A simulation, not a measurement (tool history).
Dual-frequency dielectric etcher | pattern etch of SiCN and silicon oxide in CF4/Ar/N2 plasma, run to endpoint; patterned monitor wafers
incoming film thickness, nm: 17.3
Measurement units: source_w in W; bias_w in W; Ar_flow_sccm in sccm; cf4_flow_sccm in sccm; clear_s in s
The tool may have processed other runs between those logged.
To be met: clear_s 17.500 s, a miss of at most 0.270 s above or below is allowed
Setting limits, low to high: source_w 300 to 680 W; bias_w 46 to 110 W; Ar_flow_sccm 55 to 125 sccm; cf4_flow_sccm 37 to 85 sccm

run	hour	source_w	bias_w	Ar_flow_sccm	cf4_flow_sccm	clear_s
1	0.0	490	78	90	61	19.445
2	3.8	490	78	90	56	19.335
3	11.9	410	78	90	56	22.614
4	15.8	410	78	82	56	22.264
5	21.7	410	92	82	56	21.144
6	25.1	370	92	82	56	22.778
7	28.3	470	94	82	56	18.652
8	30.8	480	94	82	56	18.280
9	35.4	490	94	82	56	18.034

4 candidate next runs follow, results not yet known. Just one meets every target within its allowed miss. Identify it.
A	40.0	520	97	86	53	?
B	40.0	500	87	76	57	?
C	40.0	460	103	71	55	?
D	40.0	530	81	75	59	?

move	clear_s
A	17.166
B	18.059
C	18.096
D	17.558
A: moves the result that the last run missed by most past its target, out the other side
B: neither nearer nor further off than the last run
C: further off than the last run
D: every result within its allowed miss
D meets every target.

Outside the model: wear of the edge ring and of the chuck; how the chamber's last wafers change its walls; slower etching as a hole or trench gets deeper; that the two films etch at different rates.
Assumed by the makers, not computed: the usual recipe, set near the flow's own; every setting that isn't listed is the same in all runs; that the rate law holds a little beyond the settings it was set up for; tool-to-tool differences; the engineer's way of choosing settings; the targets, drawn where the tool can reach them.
